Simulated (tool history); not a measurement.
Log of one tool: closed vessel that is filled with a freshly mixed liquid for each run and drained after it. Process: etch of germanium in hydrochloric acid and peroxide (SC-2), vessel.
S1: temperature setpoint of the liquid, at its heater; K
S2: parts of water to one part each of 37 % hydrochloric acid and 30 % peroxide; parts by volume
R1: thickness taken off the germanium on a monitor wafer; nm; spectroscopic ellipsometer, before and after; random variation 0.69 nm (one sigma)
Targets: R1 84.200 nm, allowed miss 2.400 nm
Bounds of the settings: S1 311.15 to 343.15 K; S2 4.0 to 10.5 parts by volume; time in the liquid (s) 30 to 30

{"run": 1, "hour": 0.0, "S1": 327.15, "S2": 5.5, "time in the liquid (s)": 30, "R1": 74.997}
{"run": 2, "hour": 5.9, "S1": 327.15, "S2": 5.5, "time in the liquid (s)": 30, "R1": 74.588}
{"run": 3, "hour": 12.8, "S1": 327.15, "S2": 5.5, "time in the liquid (s)": 30, "R1": 75.952}
{"run": 4, "hour": 16.3, "S1": 327.15, "S2": 5.5, "time in the liquid (s)": 30, "R1": 74.605}
{"run": 5, "hour": 20.5, "S1": 334.15, "S2": 5.5, "time in the liquid (s)": 30, "R1": 93.022}
{"run": 6, "hour": 26.0, "S1": 339.15, "S2": 5.5, "time in the liquid (s)": 30, "R1": 105.44}
{"run": 7, "hour": 28.9, "S1": 336.15, "S2": 5.5, "time in the liquid (s)": 30, "R1": 97.622}
{"run": 8, "hour": 37.0, "S1": 329.65, "S2": 5.5, "time in the liquid (s)": 30, "R1": 81.281}

Which of these 4 next moves meets every target?
{"run": "A", "hour": 45.1, "S1": 328.65, "S2": 6.0, "time in the liquid (s)": 30, "R1": "?"}
{"run": "B", "hour": 45.1, "S1": 329.15, "S2": 5.5, "time in the liquid (s)": 30, "R1": "?"}
{"run": "C", "hour": 45.1, "S1": 330.15, "S2": 8.5, "time in the liquid (s)": 30, "R1": "?"}
{"run": "D", "hour": 45.1, "S1": 331.15, "S2": 6.0, "time in the liquid (s)": 30, "R1": "?"}

move=A R1=76.763
move=B R1=78.234
move=C R1=78.610
move=D R1=82.874
A: further off than the last run
B: further off than the last run
C: further off than the last run
D: meets every target
Answer: D

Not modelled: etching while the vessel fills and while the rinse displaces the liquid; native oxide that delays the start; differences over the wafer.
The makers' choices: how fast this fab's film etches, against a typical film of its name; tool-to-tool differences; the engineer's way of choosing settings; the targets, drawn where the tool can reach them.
